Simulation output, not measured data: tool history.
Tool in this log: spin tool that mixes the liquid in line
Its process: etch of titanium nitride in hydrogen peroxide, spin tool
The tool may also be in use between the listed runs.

run  hour  temperature setpoint of the liquid (°C)  concentration of hydrogen peroxide in the mixed liquid (% by weight)  time under the liquid (s)  thickness taken off the titanium nitride on a monitor wafer (Å)
  1     0                                       43                                                                    17                        265                                                             54.5
  2   3.5                                       44                                                                    17                        265                                                           58.168
  3   8.6                                       45                                                                    17                        265                                                           62.133
  4   9.7                                       45                                                                    17                        265                                                           63.763
  5  16.4                                       42                                                                    17                        265                                                           49.741
  6  23.8                                       42                                                                    17                        285                                                           54.331
  7  27.7                                       42                                                                    17                        285                                                           53.302

Run 8 has not been measured yet. What should we expect?
  8  31.5                                       43                                                                    17                        285                                                                ?

For run 8 the tool returned thickness taken off the titanium nitride on a monitor wafer (Å) 57.865.

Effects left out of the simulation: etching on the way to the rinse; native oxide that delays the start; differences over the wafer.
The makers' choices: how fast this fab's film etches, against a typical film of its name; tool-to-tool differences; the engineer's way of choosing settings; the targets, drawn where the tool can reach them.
